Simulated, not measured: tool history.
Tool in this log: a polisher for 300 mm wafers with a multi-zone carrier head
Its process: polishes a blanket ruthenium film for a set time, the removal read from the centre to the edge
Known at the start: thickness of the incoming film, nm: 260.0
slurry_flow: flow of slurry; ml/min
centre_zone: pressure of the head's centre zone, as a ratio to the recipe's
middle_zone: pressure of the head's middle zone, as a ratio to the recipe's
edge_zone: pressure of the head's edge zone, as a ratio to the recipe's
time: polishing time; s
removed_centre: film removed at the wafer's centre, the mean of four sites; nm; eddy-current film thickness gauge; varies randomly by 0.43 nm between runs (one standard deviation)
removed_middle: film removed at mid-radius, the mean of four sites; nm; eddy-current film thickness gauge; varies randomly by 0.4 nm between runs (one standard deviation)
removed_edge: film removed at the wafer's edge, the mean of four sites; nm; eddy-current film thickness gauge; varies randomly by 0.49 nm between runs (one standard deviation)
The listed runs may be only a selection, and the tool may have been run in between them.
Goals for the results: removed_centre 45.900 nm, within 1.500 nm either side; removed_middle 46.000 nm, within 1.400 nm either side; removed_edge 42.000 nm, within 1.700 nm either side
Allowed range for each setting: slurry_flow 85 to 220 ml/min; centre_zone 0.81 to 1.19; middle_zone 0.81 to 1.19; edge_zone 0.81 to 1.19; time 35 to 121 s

run  hour  slurry_flow  centre_zone  middle_zone  edge_zone  time  removed_centre  removed_middle  removed_edge
  1   0.0          140         1.00         1.00       1.00    78          78.294          76.279        75.836
  2   8.8          140         1.00         1.00       0.97    71          71.340          70.167        67.919
  3  11.2          140         1.00         0.99       0.95    65          66.758          64.573        62.292
  4  15.5          140         0.99         0.99       0.93    60          60.544          59.098        57.306
  5  20.1          140         0.99         1.02       0.93    60          60.122          60.845        56.658
  6  26.8          135         0.99         1.02       0.91    57          56.288          58.201        53.441
  7  30.5          130         0.99         1.01       0.89    55          54.470          54.030        51.715
  8  33.1          130         0.99         1.02       0.88    53          51.161          52.242        48.462
  9  41.7          125         1.00         1.02       0.87    53          53.069          52.539        48.702
 10  49.7          120         1.00         1.02       0.86    52          51.200          50.930        47.466
 11  56.4          115         1.00         1.02       0.85    51          49.170          49.303        45.596
 12  64.6          110         1.00         1.02       0.84    51          49.433          48.194        45.261
 13  66.2          105         1.00         1.03       0.83    51          48.165          48.657        45.072
 14  74.7          105         1.00         1.03       0.83    50          46.524          48.269        44.192
 15  78.6          105         1.01         1.03       0.83    50          47.638          47.768        44.562

Which one of the following 5 next-run settings gets every result inside its allowed miss? There is exactly one.
  A  82.5           95         1.07         1.00       0.91    51               ?               ?             ?
  B  82.5          135         0.98         1.01       0.82    47               ?               ?             ?
  C  82.5          110         0.90         1.13       0.81    48               ?               ?             ?
  D  82.5          110         1.10         1.04       0.83    47               ?               ?             ?
  E  82.5           85         0.98         0.97       0.92    53               ?               ?             ?

move  removed_centre  removed_middle  removed_edge
   A          49.935          46.907        46.324
   B          45.960          46.902        43.228
   C          41.272          50.166        42.659
   D          49.113          46.021        42.181
   E          46.154          46.391        47.492
A: misses by more than the last run did
B: all results land within tolerance of their targets
C: gets the furthest-off result to its target, but another result is out of tolerance
D: gets the furthest-off result to its target, but another result is out of tolerance
E: misses by more than the last run did
Go with B: it meets all targets.
